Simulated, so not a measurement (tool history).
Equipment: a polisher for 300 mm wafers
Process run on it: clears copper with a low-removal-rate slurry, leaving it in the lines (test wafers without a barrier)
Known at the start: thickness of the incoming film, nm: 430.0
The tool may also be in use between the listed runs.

run,hour,flow of slurry (ml/min),pressure of the wafer on the pad (kPa),speed of the pad under the wafer (cm/s),abrasive content of the slurry,overpolish time after the end point (s),time until the end point was called (s),dishing of a wide line in a test structure (nm)
1,0,145,27.6,90,1,13,123.11,29.987
2,3.9,150,28.3,90,1,12,125.88,29.791
3,12.5,145,29,92,1,11,120.67,26.873
4,13.7,145,34.5,92,1,11,104.83,30.578
5,22.6,140,33.8,92,1,10,110.43,27.459
6,25.4,165,33.8,92,1,10,106.84,29.073

Forecast run 7:
7,31,160,33.8,92,1,10,?,?

{"run 7": {"time until the end point was called (s)": 105.26, "dishing of a wide line in a test structure (nm)": 28.293}}
